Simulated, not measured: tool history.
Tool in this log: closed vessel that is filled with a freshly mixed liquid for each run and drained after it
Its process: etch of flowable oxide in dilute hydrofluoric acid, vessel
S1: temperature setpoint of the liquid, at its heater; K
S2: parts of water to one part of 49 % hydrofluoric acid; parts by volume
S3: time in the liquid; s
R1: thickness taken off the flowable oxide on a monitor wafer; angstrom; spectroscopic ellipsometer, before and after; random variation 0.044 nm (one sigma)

| run | day | S1 | S2 | S3 | R1 |
|---|---|---|---|---|---|
| 1 | 0 | 297.15 | 275 | 160 | 181.93 |
| 2 | 0.233 | 295.65 | 290 | 160 | 162.26 |
| 3 | 0.338 | 295.65 | 340 | 160 | 131.78 |
| 4 | 0.4 | 295.65 | 290 | 160 | 161.97 |
| 5 | 0.562 | 295.65 | 290 | 160 | 161.59 |
| 6 | 0.929 | 294.15 | 305 | 160 | 144.45 |

Estimate the outcome of run 7 from the log above:
| 7 | 1.133 | 293.15 | 315 | 160 | ? |

R1: 132.85 angstrom

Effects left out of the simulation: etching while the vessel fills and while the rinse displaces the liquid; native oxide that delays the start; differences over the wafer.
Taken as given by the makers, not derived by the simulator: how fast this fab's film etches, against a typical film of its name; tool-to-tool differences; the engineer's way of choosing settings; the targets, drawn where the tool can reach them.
